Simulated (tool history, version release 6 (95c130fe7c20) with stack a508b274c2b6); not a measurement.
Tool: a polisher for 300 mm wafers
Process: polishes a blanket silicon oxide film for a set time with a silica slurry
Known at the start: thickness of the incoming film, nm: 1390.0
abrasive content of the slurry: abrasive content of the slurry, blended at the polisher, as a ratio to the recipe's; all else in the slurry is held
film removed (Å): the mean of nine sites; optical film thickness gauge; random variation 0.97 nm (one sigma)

run,day,flow of slurry (ml/min),pressure of the wafer on the pad (psi),speed of the pad under the wafer (m/s),abrasive content of the slurry,polishing time (s),film removed (Å)
1,0,210,2.7,1.32,1,58,1065.3
2,0.229,210,2.5,1.32,1,58,1036.4
3,0.288,210,2.3,1.3,1,58,962.98
4,0.317,210,2.2,1.3,1,58,959.88
5,0.562,230,2.2,1.3,1,58,933.85
6,0.629,230,2.2,1.3,1.1,58,1001.7
7,0.767,230,2,1.28,1.1,58,945.39
8,1.125,230,1.9,1.28,1.1,58,921.12

The next listed run, before its measurement:
9,1.45,230,1.8,1.28,1.1,58,?

Run 9 gave film removed (Å) 900.98.
